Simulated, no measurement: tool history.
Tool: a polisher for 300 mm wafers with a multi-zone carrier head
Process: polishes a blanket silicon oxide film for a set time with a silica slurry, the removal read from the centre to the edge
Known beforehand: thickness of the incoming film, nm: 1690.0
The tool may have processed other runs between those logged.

| run | hour | flow of slurry (ml/min) | pressure of the head's centre zone | pressure of the head's middle zone | pressure of the head's edge zone | abrasive content of the slurry | polishing time (s) | film removed at the wafer's centre (nm) | film removed at mid-radius (nm) | film removed at the wafer's edge (nm) |
|---|---|---|---|---|---|---|---|---|---|---|
| 1 | 0 | 315 | 1 | 1 | 1 | 1 | 65 | 351.72 | 349.53 | 354.26 |
| 2 | 8.6 | 315 | 1.04 | 1 | 1 | 1 | 65 | 370.21 | 351.67 | 343.73 |
| 3 | 9.5 | 315 | 1.04 | 0.92 | 1 | 1 | 65 | 376.85 | 329.86 | 341.72 |
| 4 | 12.4 | 315 | 1.04 | 0.92 | 1 | 1.1 | 65 | 385.85 | 350.65 | 364.05 |
| 5 | 15.2 | 315 | 0.99 | 0.92 | 1 | 1.1 | 65 | 363.58 | 345.56 | 366.37 |
| 6 | 18.9 | 360 | 0.99 | 0.92 | 1 | 1.1 | 65 | 369.88 | 348.83 | 363.21 |
| 7 | 22.8 | 385 | 0.95 | 0.95 | 0.95 | 0.95 | 56 | 292.45 | 288.91 | 285.54 |
| 8 | 31 | 350 | 0.85 | 0.95 | 0.85 | 0.7 | 38 | 151.38 | 170.03 | 164.05 |

What does the tool deliver on the next run?
| 9 | 40 | 370 | 0.86 | 0.95 | 0.84 | 0.7 | 38 | ? | ? | ? |

{"run 9": {"film removed at the wafer's centre (nm)": 153.09, "film removed at mid-radius (nm)": 170.17, "film removed at the wafer's edge (nm)": 163.77}}
